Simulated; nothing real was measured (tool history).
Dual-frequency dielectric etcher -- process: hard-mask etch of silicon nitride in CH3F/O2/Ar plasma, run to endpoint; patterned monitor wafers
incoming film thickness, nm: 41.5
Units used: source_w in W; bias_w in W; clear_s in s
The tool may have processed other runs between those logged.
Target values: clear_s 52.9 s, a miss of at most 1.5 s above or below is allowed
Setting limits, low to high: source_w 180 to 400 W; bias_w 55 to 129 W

run	hour	source_w	bias_w	clear_s
1	0	290	92	59.267
2	5.6	260	92	61.879
3	7.6	230	92	63.977
4	15.6	230	100	60.815
5	21.2	250	102	58.569
6	23.6	250	91	62.542
7	29.8	270	93	60.311
8	33.3	290	95	58.177
9	35.7	300	96	57.758
10	43.8	310	98	56.162

Which of these 5 next moves meets every target?
A	51.9	330	105	?
B	51.9	270	106	?
C	51.9	320	118	?
D	51.9	330	118	?
E	51.9	350	113	?

move	clear_s
A	52.691
B	55.886
C	49.867
D	49.377
E	49.616
A: hits every target within its allowed miss
B: gains on the last run, yet a result remains outside its allowed miss
C: pushes the last run's worst result past its target
D: pushes the last run's worst result past its target
E: pushes the last run's worst result past its target
Move A is the one to make.

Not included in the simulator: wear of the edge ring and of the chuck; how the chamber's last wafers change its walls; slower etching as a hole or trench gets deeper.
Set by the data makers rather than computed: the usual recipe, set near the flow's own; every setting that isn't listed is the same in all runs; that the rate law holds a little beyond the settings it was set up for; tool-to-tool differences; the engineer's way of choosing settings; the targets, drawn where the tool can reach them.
